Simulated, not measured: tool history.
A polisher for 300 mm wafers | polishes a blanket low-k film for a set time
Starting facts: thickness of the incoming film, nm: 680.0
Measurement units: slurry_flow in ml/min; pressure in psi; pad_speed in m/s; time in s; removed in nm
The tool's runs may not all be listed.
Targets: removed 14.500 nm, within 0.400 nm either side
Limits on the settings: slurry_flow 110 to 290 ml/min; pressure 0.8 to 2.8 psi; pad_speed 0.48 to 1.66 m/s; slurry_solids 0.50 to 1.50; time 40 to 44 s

run 1 hour=0.0 | slurry_flow=185 pressure=1.8 pad_speed=1.06 slurry_solids=1.00 time=44 | removed=17.194
run 2 hour=8.5 | slurry_flow=185 pressure=1.8 pad_speed=1.06 slurry_solids=1.00 time=40 | removed=16.105
run 3 hour=13.8 | slurry_flow=180 pressure=1.8 pad_speed=1.06 slurry_solids=1.00 time=40 | removed=15.732
run 4 hour=20.0 | slurry_flow=180 pressure=1.8 pad_speed=1.06 slurry_solids=1.00 time=40 | removed=15.597
run 5 hour=23.1 | slurry_flow=180 pressure=1.8 pad_speed=1.06 slurry_solids=0.80 time=40 | removed=13.925
run 6 hour=28.3 | slurry_flow=180 pressure=1.8 pad_speed=1.30 slurry_solids=0.80 time=40 | removed=16.319
run 7 hour=36.2 | slurry_flow=175 pressure=1.8 pad_speed=1.30 slurry_solids=0.80 time=40 | removed=16.353
run 8 hour=40.0 | slurry_flow=170 pressure=1.8 pad_speed=1.30 slurry_solids=0.80 time=40 | removed=16.119
run 9 hour=48.5 | slurry_flow=165 pressure=1.8 pad_speed=1.30 slurry_solids=0.80 time=40 | removed=16.408
run 10 hour=55.2 | slurry_flow=165 pressure=1.7 pad_speed=1.30 slurry_solids=0.80 time=40 | removed=15.272
run 11 hour=59.5 | slurry_flow=160 pressure=1.7 pad_speed=1.30 slurry_solids=0.80 time=40 | removed=15.385

Which single option among these 5 for the next run brings every result within its allowed miss of target? Just one does.
run A hour=63.8 | slurry_flow=175 pressure=1.7 pad_speed=1.32 slurry_solids=0.80 time=43 | removed=?
run B hour=63.8 | slurry_flow=160 pressure=1.7 pad_speed=1.04 slurry_solids=0.85 time=40 | removed=?
run C hour=63.8 | slurry_flow=170 pressure=1.6 pad_speed=1.26 slurry_solids=0.75 time=40 | removed=?
run D hour=63.8 | slurry_flow=150 pressure=1.2 pad_speed=1.50 slurry_solids=0.90 time=40 | removed=?
run E hour=63.8 | slurry_flow=165 pressure=1.4 pad_speed=1.30 slurry_solids=0.90 time=41 | removed=?

move=A removed=16.839
move=B removed=13.215
move=C removed=13.696
move=D removed=13.563
move=E removed=14.307
A: the biggest miss grows against the last run
B: takes the result that was furthest off past its target
C: takes the result that was furthest off past its target
D: takes the result that was furthest off past its target
E: every result within its allowed miss
Answer: E

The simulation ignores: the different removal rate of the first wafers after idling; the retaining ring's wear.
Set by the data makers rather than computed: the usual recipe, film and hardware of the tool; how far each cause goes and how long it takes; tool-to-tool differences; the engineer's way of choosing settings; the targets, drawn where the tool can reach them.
